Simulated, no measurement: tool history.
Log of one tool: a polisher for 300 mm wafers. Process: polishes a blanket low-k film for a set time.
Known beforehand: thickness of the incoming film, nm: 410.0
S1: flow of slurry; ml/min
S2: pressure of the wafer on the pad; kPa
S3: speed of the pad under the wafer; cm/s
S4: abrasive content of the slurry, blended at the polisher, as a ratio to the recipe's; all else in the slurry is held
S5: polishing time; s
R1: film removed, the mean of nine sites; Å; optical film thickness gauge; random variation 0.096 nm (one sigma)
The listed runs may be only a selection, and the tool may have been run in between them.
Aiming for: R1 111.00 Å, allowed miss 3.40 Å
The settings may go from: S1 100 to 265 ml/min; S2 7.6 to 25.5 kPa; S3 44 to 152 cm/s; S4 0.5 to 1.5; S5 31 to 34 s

run 1 day=0.000 | S1=170 S2=16.5 S3=98 S4=1.0 S5=34 | R1=144.38
run 2 day=0.304 | S1=210 S2=16.5 S3=98 S4=1.0 S5=34 | R1=150.03
run 3 day=0.662 | S1=210 S2=16.5 S3=98 S4=0.8 S5=34 | R1=137.14
run 4 day=0.862 | S1=210 S2=16.5 S3=98 S4=0.8 S5=34 | R1=135.06
run 5 day=1.071 | S1=210 S2=19.3 S3=98 S4=0.8 S5=34 | R1=160.22
run 6 day=1.421 | S1=200 S2=17.9 S3=98 S4=0.8 S5=34 | R1=144.90
run 7 day=1.529 | S1=185 S2=17.2 S3=98 S4=0.8 S5=34 | R1=140.43
run 8 day=1.888 | S1=185 S2=15.9 S3=98 S4=0.8 S5=34 | R1=127.48

Below are 4 possible settings for the next run. Only one of them brings all results inside the allowed miss of their targets. Which is it?
run A day=2.246 | S1=180 S2=16.5 S3=102 S4=0.9 S5=34 | R1=?
run B day=2.246 | S1=145 S2=14.5 S3=118 S4=0.7 S5=32 | R1=?
run C day=2.246 | S1=190 S2=17.9 S3=80 S4=0.9 S5=31 | R1=?
run D day=2.246 | S1=175 S2=14.5 S3=90 S4=0.8 S5=34 | R1=?

move=A R1=143.27
move=B R1=117.91
move=C R1=117.04
move=D R1=108.76
A: misses by more than the last run did
B: nearer than the last run, and not there yet
C: nearer than the last run, and not there yet
D: every result lands within tolerance
Go with D: it meets all targets.
